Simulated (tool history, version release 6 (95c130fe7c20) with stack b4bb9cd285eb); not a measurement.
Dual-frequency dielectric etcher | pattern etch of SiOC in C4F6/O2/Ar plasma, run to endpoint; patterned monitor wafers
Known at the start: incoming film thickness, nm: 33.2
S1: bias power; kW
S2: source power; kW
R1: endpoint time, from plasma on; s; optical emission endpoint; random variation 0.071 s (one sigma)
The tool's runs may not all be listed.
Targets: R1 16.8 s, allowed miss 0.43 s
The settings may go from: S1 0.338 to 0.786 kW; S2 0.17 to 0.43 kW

run 1 hour=0 | S1=0.562 S2=0.3 | R1=12.325
run 2 hour=2.4 | S1=0.562 S2=0.25 | R1=13.856
run 3 hour=10.4 | S1=0.537 S2=0.24 | R1=14.482
run 4 hour=12.6 | S1=0.537 S2=0.26 | R1=13.675
run 5 hour=18.2 | S1=0.46 S2=0.26 | R1=14.275
run 6 hour=26.8 | S1=0.543 S2=0.26 | R1=13.574
run 7 hour=31 | S1=0.431 S2=0.2 | R1=17.411
run 8 hour=37 | S1=0.431 S2=0.2 | R1=17.499
run 9 hour=42.3 | S1=0.437 S2=0.2 | R1=17.428
run 10 hour=45 | S1=0.443 S2=0.2 | R1=17.307

Which of these 4 next moves meets every target?
run A hour=47.7 | S1=0.375 S2=0.22 | R1=?
run B hour=47.7 | S1=0.394 S2=0.2 | R1=?
run C hour=47.7 | S1=0.427 S2=0.2 | R1=?
run D hour=47.7 | S1=0.419 S2=0.19 | R1=?

move=A R1=16.631
move=B R1=17.748
move=C R1=17.444
move=D R1=18.501
A: meets every target
B: further off than the last run
C: further off than the last run
D: further off than the last run
The right move is A.
